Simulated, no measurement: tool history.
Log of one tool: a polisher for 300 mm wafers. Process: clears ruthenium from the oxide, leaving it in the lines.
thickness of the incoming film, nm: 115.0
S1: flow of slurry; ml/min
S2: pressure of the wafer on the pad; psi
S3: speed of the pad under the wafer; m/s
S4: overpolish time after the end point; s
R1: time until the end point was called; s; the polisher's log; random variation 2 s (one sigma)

run,hour,S1,S2,S3,S4,R1
1,0,215,1.6,0.94,4,151.06
2,8.2,215,1.5,0.94,4,162.09
3,11.9,215,1.4,0.94,4,167.94
4,14.5,215,1.4,1.06,4,151.49
5,16.4,215,1.3,1.06,4,164.47
6,18.2,215,1.2,1.06,4,174.52
# hour 23.1: head pressure recalibrated
7,23.1,215,1.1,1.06,4,177.25

Expected results for the next run?
8,25.4,205,0.8,1.06,4,?

{"run 8": {"R1": 239.05}}

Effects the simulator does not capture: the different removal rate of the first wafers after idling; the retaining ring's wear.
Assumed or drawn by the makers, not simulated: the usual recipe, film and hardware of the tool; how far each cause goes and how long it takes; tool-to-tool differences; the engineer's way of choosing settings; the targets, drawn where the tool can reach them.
